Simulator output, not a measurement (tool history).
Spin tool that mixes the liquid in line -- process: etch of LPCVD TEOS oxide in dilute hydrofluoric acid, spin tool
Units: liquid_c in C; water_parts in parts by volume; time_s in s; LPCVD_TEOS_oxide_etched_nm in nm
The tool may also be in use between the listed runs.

run 1 hour=0 | liquid_c=21 water_parts=100 time_s=150 | LPCVD_TEOS_oxide_etched_nm=68.571
run 2 hour=6.3 | liquid_c=21 water_parts=100 time_s=150 | LPCVD_TEOS_oxide_etched_nm=68.913
run 3 hour=12.5 | liquid_c=22.5 water_parts=100 time_s=150 | LPCVD_TEOS_oxide_etched_nm=71.917
run 4 hour=13.2 | liquid_c=22.5 water_parts=100 time_s=150 | LPCVD_TEOS_oxide_etched_nm=72.499
run 5 hour=21.3 | liquid_c=22.5 water_parts=120 time_s=150 | LPCVD_TEOS_oxide_etched_nm=58.557
run 6 hour=26.1 | liquid_c=22.5 water_parts=120 time_s=160 | LPCVD_TEOS_oxide_etched_nm=62.727
run 7 hour=27.6 | liquid_c=24 water_parts=115 time_s=160 | LPCVD_TEOS_oxide_etched_nm=69.464
run 8 hour=31 | liquid_c=24 water_parts=115 time_s=160 | LPCVD_TEOS_oxide_etched_nm=70.194

For run 9, what comes out?
-- hour=37.7 thermometer replaced
run 9 hour=37.7 | liquid_c=25 water_parts=110 time_s=160 | LPCVD_TEOS_oxide_etched_nm=?

LPCVD_TEOS_oxide_etched_nm: 72.271 nm
